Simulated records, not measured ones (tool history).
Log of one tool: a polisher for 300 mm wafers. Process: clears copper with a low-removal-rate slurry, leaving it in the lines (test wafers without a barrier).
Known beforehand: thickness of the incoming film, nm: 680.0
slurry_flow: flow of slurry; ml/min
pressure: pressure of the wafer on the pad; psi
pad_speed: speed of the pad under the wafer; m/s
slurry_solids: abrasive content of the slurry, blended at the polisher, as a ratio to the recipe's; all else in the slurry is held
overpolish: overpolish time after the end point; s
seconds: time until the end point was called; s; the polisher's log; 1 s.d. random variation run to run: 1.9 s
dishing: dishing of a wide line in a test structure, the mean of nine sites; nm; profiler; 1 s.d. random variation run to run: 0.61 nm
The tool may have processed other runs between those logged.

Run 1, day 0.000: slurry_flow 315 ml/min, pressure 3.9 psi, pad_speed 1.40 m/s, slurry_solids 1.00, overpolish 26 s. Result: seconds 106.680 s, dishing 65.569 nm.
Run 2, day 0.192: slurry_flow 265 ml/min, pressure 3.9 psi, pad_speed 1.40 m/s, slurry_solids 1.00, overpolish 26 s. Result: seconds 105.420 s, dishing 66.345 nm.
Run 3, day 0.225: slurry_flow 265 ml/min, pressure 3.9 psi, pad_speed 1.24 m/s, slurry_solids 1.00, overpolish 26 s. Result: seconds 121.630 s, dishing 59.383 nm.
Run 4, day 0.262: slurry_flow 250 ml/min, pressure 4.2 psi, pad_speed 1.12 m/s, slurry_solids 1.10, overpolish 22 s. Result: seconds 122.860 s, dishing 55.265 nm.
Run 5, day 0.546: slurry_flow 250 ml/min, pressure 4.2 psi, pad_speed 0.80 m/s, slurry_solids 1.10, overpolish 22 s. Result: seconds 175.140 s, dishing 45.600 nm.
Run 6, day 0.767: slurry_flow 250 ml/min, pressure 4.2 psi, pad_speed 1.00 m/s, slurry_solids 1.10, overpolish 22 s. Result: seconds 139.420 s, dishing 50.451 nm.
Run 7, day 0.975: slurry_flow 240 ml/min, pressure 4.5 psi, pad_speed 0.92 m/s, slurry_solids 1.20, overpolish 19 s. Result: seconds 139.440 s, dishing 46.764 nm.
Run 8, day 1.162: slurry_flow 230 ml/min, pressure 4.8 psi, pad_speed 0.86 m/s, slurry_solids 1.25, overpolish 17 s. Result: seconds 138.620 s, dishing 43.677 nm.
Run 9, day 1.408: slurry_flow 190 ml/min, pressure 5.9 psi, pad_speed 0.72 m/s, slurry_solids 1.50, overpolish 8 s. Result: seconds 144.350 s, dishing 23.558 nm.
Run 10, day 1.783: slurry_flow 205 ml/min, pressure 5.9 psi, pad_speed 0.78 m/s, slurry_solids 1.50, overpolish 8 s. Result: seconds 132.640 s, dishing 25.796 nm.
Run 11, day 1.929: slurry_flow 255 ml/min, pressure 6.1 psi, pad_speed 1.00 m/s, slurry_solids 1.50, overpolish 9 s. Result: seconds 100.180 s, dishing 37.209 nm.
Run 12, day 2.158: slurry_flow 240 ml/min, pressure 6.1 psi, pad_speed 1.00 m/s, slurry_solids 1.50, overpolish 9 s. Result: seconds 102.360 s, dishing 36.189 nm.
Run 13, day 2.200: slurry_flow 230 ml/min, pressure 6.1 psi, pad_speed 1.00 m/s, slurry_solids 1.50, overpolish 9 s. Result: seconds 101.860 s, dishing 35.841 nm.
Run 14, day 2.496: slurry_flow 220 ml/min, pressure 6.1 psi, pad_speed 1.00 m/s, slurry_solids 1.50, overpolish 9 s. Result: seconds 99.188 s, dishing 35.133 nm.
Run 15, day 2.654: slurry_flow 215 ml/min, pressure 6.1 psi, pad_speed 0.98 m/s, slurry_solids 1.50, overpolish 9 s. Result: seconds 105.330 s, dishing 33.019 nm.

Run 16 comes next. What will it give?
Run 16, day 2.912: slurry_flow 210 ml/min, pressure 6.1 psi, pad_speed 0.98 m/s, slurry_solids 1.50, overpolish 9 s. Result: seconds ?, dishing ?.

{"run 16": {"seconds": 101.01, "dishing": 34.703}}
